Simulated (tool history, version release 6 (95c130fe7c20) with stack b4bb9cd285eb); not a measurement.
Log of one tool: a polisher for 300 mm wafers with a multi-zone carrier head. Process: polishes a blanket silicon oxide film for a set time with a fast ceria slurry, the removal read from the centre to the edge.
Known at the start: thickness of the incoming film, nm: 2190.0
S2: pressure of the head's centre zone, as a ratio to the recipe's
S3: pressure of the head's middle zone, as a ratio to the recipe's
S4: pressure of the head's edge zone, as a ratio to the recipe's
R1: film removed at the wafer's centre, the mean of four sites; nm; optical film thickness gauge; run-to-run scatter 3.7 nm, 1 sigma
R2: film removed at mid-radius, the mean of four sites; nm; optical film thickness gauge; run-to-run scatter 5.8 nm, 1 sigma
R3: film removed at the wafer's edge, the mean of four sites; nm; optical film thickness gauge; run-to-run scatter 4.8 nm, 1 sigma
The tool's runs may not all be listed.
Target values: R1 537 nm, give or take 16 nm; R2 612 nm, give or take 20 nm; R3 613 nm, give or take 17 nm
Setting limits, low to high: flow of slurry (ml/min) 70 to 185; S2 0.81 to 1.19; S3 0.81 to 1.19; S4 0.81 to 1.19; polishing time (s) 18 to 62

Run 1, hour 0: flow of slurry (ml/min) 120, S2 1, S3 1, S4 1, polishing time (s) 40. Result: R1 839.95 nm, R2 833.11 nm, R3 827.16 nm.
Run 2, hour 4: flow of slurry (ml/min) 120, S2 1.07, S3 1, S4 1, polishing time (s) 40. Result: R1 897.29 nm, R2 819.2 nm, R3 833.01 nm.
Run 3, hour 10.3: flow of slurry (ml/min) 115, S2 1.04, S3 0.99, S4 0.99, polishing time (s) 39. Result: R1 838.05 nm, R2 791.25 nm, R3 798.32 nm.
Run 4, hour 15: flow of slurry (ml/min) 110, S2 1.02, S3 0.98, S4 0.98, polishing time (s) 38. Result: R1 790.36 nm, R2 751.92 nm, R3 757.23 nm.
Run 5, hour 22.5: flow of slurry (ml/min) 110, S2 1.02, S3 1.06, S4 0.98, polishing time (s) 38. Result: R1 784.21 nm, R2 801.94 nm, R3 767.07 nm.
Run 6, hour 28.7: flow of slurry (ml/min) 110, S2 1.02, S3 1.06, S4 0.98, polishing time (s) 48. Result: R1 1000.5 nm, R2 1012.4 nm, R3 978.27 nm.
Run 7, hour 36.3: flow of slurry (ml/min) 105, S2 1, S3 1.05, S4 0.98, polishing time (s) 46. Result: R1 926.12 nm, R2 949.93 nm, R3 913.21 nm.
Run 8, hour 42.5: flow of slurry (ml/min) 100, S2 0.98, S3 1.04, S4 0.98, polishing time (s) 45. Result: R1 880.04 nm, R2 922.25 nm, R3 887.41 nm.
Run 9, hour 48.3: flow of slurry (ml/min) 95, S2 0.96, S3 1.03, S4 0.98, polishing time (s) 44. Result: R1 830.68 nm, R2 871.96 nm, R3 856.95 nm.
Run 10, hour 51.7: flow of slurry (ml/min) 75, S2 0.86, S3 0.99, S4 0.88, polishing time (s) 33. Result: R1 511.92 nm, R2 594.07 nm, R3 597.67 nm.

Of the 5 settings listed for the next run, only one would bring every result within its allowed miss of target. Which one?
Run A, hour 55.1: flow of slurry (ml/min) 70, S2 0.82, S3 1.03, S4 0.94, polishing time (s) 34. Result: R1 ?, R2 ?, R3 ?.
Run B, hour 55.1: flow of slurry (ml/min) 80, S2 0.91, S3 0.92, S4 0.9, polishing time (s) 35. Result: R1 ?, R2 ?, R3 ?.
Run C, hour 55.1: flow of slurry (ml/min) 85, S2 0.83, S3 0.81, S4 0.91, polishing time (s) 34. Result: R1 ?, R2 ?, R3 ?.
Run D, hour 55.1: flow of slurry (ml/min) 135, S2 0.83, S3 0.95, S4 0.93, polishing time (s) 30. Result: R1 ?, R2 ?, R3 ?.
Run E, hour 55.1: flow of slurry (ml/min) 75, S2 0.84, S3 1.15, S4 0.81, polishing time (s) 33. Result: R1 ?, R2 ?, R3 ?.

move      R1      R2      R3
   A  489.46  610.66  626.59
   B  587.26   603.7   652.2
   C  530.34  546.32  644.51
   D  531.89  602.43  617.82
   E  499.86  657.78  582.07
A: its largest miss is bigger than the last run's
B: pushes the last run's worst result past its target
C: gets the furthest-off result to its target, but another result is out of tolerance
D: in spec on every target
E: its largest miss is bigger than the last run's
Answer: D

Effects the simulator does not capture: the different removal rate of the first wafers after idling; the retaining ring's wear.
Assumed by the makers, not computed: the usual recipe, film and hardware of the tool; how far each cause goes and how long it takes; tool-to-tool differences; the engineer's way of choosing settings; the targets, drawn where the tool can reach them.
